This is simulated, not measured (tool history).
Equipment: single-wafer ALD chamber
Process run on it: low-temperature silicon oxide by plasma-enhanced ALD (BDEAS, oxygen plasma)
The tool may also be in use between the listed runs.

| run | hour | heater temperature setpoint (K) | number of ALD cycles (cycles) | mean film thickness on the monitor wafer (Å) |
|---|---|---|---|---|
| 1 | 0.0 | 363.15 | 64 | 99.678 |
| 2 | 0.9 | 361.15 | 65 | 101.860 |
| 3 | 8.5 | 361.15 | 61 | 95.545 |
| 4 | 14.6 | 361.15 | 68 | 107.180 |
| 5 | 16.3 | 359.15 | 68 | 107.700 |
| 6 | 23.1 | 349.15 | 68 | 110.680 |
| 7 | 25.0 | 348.15 | 68 | 111.410 |
| 8 | 32.2 | 348.15 | 68 | 111.250 |
| 9 | 34.3 | 347.15 | 68 | 111.240 |

Run 10 comes next. What will it give?
| 10 | 41.6 | 346.15 | 68 | ? |

Run 10 came out at mean film thickness on the monitor wafer (Å) 111.470.
